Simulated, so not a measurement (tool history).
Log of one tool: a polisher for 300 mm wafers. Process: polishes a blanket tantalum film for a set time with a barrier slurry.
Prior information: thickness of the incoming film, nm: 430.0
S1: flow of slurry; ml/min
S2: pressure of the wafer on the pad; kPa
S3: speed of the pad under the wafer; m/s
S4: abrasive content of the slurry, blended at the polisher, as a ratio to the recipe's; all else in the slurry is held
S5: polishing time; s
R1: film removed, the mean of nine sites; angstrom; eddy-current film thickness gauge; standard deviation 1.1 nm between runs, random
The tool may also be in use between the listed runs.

Run 1, hour 0: S1 275 ml/min, S2 12.4 kPa, S3 1.1 m/s, S4 1, S5 76 s. Result: R1 1100.3 angstrom.
Run 2, hour 3.1: S1 275 ml/min, S2 12.4 kPa, S3 1.1 m/s, S4 1.15, S5 76 s. Result: R1 1145 angstrom.
Run 3, hour 3.7: S1 275 ml/min, S2 13.1 kPa, S3 1.1 m/s, S4 1.15, S5 76 s. Result: R1 1225.1 angstrom.
Run 4, hour 11.6: S1 275 ml/min, S2 13.1 kPa, S3 1.1 m/s, S4 1.15, S5 80 s. Result: R1 1282.9 angstrom.
Run 5, hour 16.9: S1 275 ml/min, S2 13.1 kPa, S3 1.1 m/s, S4 1.15, S5 76 s. Result: R1 1205.7 angstrom.
Run 6, hour 24.6: S1 275 ml/min, S2 13.1 kPa, S3 1 m/s, S4 1.15, S5 76 s. Result: R1 1100.9 angstrom.
Run 7, hour 28.3: S1 275 ml/min, S2 13.8 kPa, S3 1 m/s, S4 1.15, S5 76 s. Result: R1 1155.9 angstrom.

What will run 8 give?
Run 8, hour 28.9: S1 275 ml/min, S2 14.5 kPa, S3 1 m/s, S4 1.15, S5 76 s. Result: R1 ?.

{"run 8": {"R1": 1233.9}}

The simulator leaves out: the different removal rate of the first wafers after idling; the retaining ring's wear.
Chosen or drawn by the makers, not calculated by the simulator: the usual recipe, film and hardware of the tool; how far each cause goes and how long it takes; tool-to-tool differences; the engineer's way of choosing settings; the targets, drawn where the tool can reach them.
